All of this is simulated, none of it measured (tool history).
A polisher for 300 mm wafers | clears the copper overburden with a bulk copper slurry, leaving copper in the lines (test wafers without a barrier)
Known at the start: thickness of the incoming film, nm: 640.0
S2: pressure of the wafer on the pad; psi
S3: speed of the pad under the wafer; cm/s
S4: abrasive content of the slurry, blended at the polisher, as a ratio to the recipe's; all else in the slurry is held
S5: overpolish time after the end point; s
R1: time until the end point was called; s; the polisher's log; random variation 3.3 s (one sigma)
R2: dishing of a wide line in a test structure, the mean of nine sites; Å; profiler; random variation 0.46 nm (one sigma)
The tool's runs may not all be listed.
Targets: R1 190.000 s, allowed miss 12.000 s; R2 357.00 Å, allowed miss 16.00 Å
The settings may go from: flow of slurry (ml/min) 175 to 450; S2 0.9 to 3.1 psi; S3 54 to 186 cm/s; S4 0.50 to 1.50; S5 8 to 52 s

{"run": 1, "hour": 0.0, "flow of slurry (ml/min)": 290, "S2": 2.0, "S3": 118, "S4": 1.0, "S5": 26, "R1": 84.167, "R2": 871.72}
{"run": 2, "hour": 4.7, "flow of slurry (ml/min)": 290, "S2": 2.0, "S3": 118, "S4": 0.8, "S5": 26, "R1": 85.809, "R2": 841.22}
{"run": 3, "hour": 11.2, "flow of slurry (ml/min)": 290, "S2": 2.0, "S3": 118, "S4": 0.8, "S5": 37, "R1": 87.784, "R2": 976.43}
{"run": 4, "hour": 18.0, "flow of slurry (ml/min)": 290, "S2": 2.0, "S3": 118, "S4": 0.6, "S5": 37, "R1": 89.476, "R2": 965.04}
{"run": 5, "hour": 22.4, "flow of slurry (ml/min)": 290, "S2": 1.8, "S3": 114, "S4": 0.6, "S5": 33, "R1": 105.26, "R2": 824.62}
{"run": 6, "hour": 24.1, "flow of slurry (ml/min)": 290, "S2": 1.8, "S3": 114, "S4": 0.8, "S5": 33, "R1": 99.385, "R2": 887.61}
{"run": 7, "hour": 32.2, "flow of slurry (ml/min)": 275, "S2": 1.7, "S3": 110, "S4": 0.75, "S5": 29, "R1": 112.55, "R2": 772.34}
{"run": 8, "hour": 35.5, "flow of slurry (ml/min)": 285, "S2": 1.6, "S3": 108, "S4": 0.7, "S5": 26, "R1": 122.38, "R2": 697.64}
{"run": 9, "hour": 44.4, "flow of slurry (ml/min)": 310, "S2": 1.5, "S3": 106, "S4": 0.65, "S5": 23, "R1": 131.36, "R2": 611.06}
{"run": 10, "hour": 48.1, "flow of slurry (ml/min)": 320, "S2": 1.4, "S3": 104, "S4": 0.65, "S5": 21, "R1": 143.25, "R2": 527.05}
{"hour": 49.6, "done": "slurry nozzle cleaned"}
{"run": 11, "hour": 49.6, "flow of slurry (ml/min)": 335, "S2": 1.3, "S3": 104, "S4": 0.65, "S5": 21, "R1": 148.9, "R2": 519.93}
{"run": 12, "hour": 52.5, "flow of slurry (ml/min)": 345, "S2": 1.3, "S3": 102, "S4": 0.65, "S5": 20, "R1": 148.63, "R2": 507.01}
{"run": 13, "hour": 56.0, "flow of slurry (ml/min)": 350, "S2": 1.3, "S3": 100, "S4": 0.65, "S5": 19, "R1": 152.09, "R2": 481.39}
{"run": 14, "hour": 59.2, "flow of slurry (ml/min)": 360, "S2": 1.3, "S3": 98, "S4": 0.65, "S5": 18, "R1": 156.04, "R2": 452.49}
{"run": 15, "hour": 67.3, "flow of slurry (ml/min)": 370, "S2": 1.3, "S3": 98, "S4": 0.65, "S5": 18, "R1": 147.92, "R2": 452.86}
{"run": 16, "hour": 68.8, "flow of slurry (ml/min)": 375, "S2": 1.2, "S3": 96, "S4": 0.65, "S5": 18, "R1": 171.59, "R2": 429.22}
{"run": 17, "hour": 75.4, "flow of slurry (ml/min)": 380, "S2": 1.2, "S3": 96, "S4": 0.65, "S5": 18, "R1": 168.59, "R2": 421.45}
{"run": 18, "hour": 78.2, "flow of slurry (ml/min)": 385, "S2": 1.2, "S3": 96, "S4": 0.65, "S5": 18, "R1": 165.08, "R2": 422.01}
{"run": 19, "hour": 79.2, "flow of slurry (ml/min)": 390, "S2": 1.2, "S3": 96, "S4": 0.65, "S5": 18, "R1": 170.1, "R2": 418.37}
{"run": 20, "hour": 80.3, "flow of slurry (ml/min)": 390, "S2": 0.9, "S3": 98, "S4": 0.65, "S5": 12, "R1": 220.07, "R2": 245.18}

Which of these 5 next moves meets every target?
{"run": "A", "hour": 81.4, "flow of slurry (ml/min)": 380, "S2": 0.9, "S3": 78, "S4": 0.55, "S5": 19, "R1": "?", "R2": "?"}
{"run": "B", "hour": 81.4, "flow of slurry (ml/min)": 405, "S2": 1.0, "S3": 96, "S4": 0.65, "S5": 8, "R1": "?", "R2": "?"}
{"run": "C", "hour": 81.4, "flow of slurry (ml/min)": 400, "S2": 1.2, "S3": 86, "S4": 0.55, "S5": 16, "R1": "?", "R2": "?"}
{"run": "D", "hour": 81.4, "flow of slurry (ml/min)": 450, "S2": 1.1, "S3": 92, "S4": 0.5, "S5": 15, "R1": "?", "R2": "?"}
{"run": "E", "hour": 81.4, "flow of slurry (ml/min)": 385, "S2": 0.9, "S3": 104, "S4": 0.8, "S5": 14, "R1": "?", "R2": "?"}

move=A R1=269.150 R2=300.71
move=B R1=195.390 R2=193.81
move=C R1=187.340 R2=359.76
move=D R1=193.220 R2=331.04
move=E R1=193.510 R2=306.42
A: nearer than the last run, and not there yet
B: further off than the last run
C: meets every target
D: nearer than the last run, and not there yet
E: nearer than the last run, and not there yet
Move C is the one to make.
